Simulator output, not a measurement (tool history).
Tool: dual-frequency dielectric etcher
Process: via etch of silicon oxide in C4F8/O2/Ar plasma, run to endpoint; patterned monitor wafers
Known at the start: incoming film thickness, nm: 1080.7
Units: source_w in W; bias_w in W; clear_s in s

run,day,source_w,bias_w,clear_s
1,0.000,1520,1875,249.31
2,0.075,1350,1875,259.79
3,0.442,1530,1999,241.84
4,0.596,1260,1999,266.67
5,0.667,1440,2056,252.39
6,0.846,1630,2056,236.84
7,1.204,1750,2107,227.97
8,1.542,1840,2151,219.67
9,1.683,1900,2173,215.71
10,1.729,1950,2191,214.88

The next listed run, before its measurement:
11,1.888,2000,2225,?

{"run 11": {"clear_s": 209.91}}
